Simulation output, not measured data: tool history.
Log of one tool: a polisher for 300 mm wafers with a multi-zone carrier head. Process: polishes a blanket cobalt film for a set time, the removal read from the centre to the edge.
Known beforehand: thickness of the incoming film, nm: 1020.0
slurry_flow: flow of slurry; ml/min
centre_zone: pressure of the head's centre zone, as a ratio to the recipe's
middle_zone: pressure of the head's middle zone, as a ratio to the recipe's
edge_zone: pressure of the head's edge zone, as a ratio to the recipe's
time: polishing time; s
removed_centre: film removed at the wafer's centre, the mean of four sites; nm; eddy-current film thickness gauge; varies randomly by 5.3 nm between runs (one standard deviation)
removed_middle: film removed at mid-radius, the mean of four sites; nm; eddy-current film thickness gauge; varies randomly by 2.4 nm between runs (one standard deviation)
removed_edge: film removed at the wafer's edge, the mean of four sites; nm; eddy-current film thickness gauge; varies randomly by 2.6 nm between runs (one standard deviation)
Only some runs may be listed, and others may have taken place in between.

run	hour	slurry_flow	centre_zone	middle_zone	edge_zone	time	removed_centre	removed_middle	removed_edge
1	0	240	1	1	1	36	227.39	226.78	216.98
2	7.4	245	1.04	0.98	1.04	39	249.95	237.66	242.95
3	14.1	245	1.04	0.98	1.04	46	293.05	286.92	283.77
4	22.6	245	1	0.98	1.04	46	284.91	277.78	282.64
5	30.7	245	1	0.92	1.04	46	279.69	265.86	287.21
6	31.6	260	1.05	0.9	1.04	47	310.67	266.96	291.72
7	34.7	270	1.07	0.9	1.06	47	320.23	271.19	296.38

Predict the results of run 8:
8	40.8	280	1.09	0.9	1.08	47	?	?	?

removed_centre: 318.04 nm
removed_middle: 274.43 nm
removed_edge: 296.53 nm
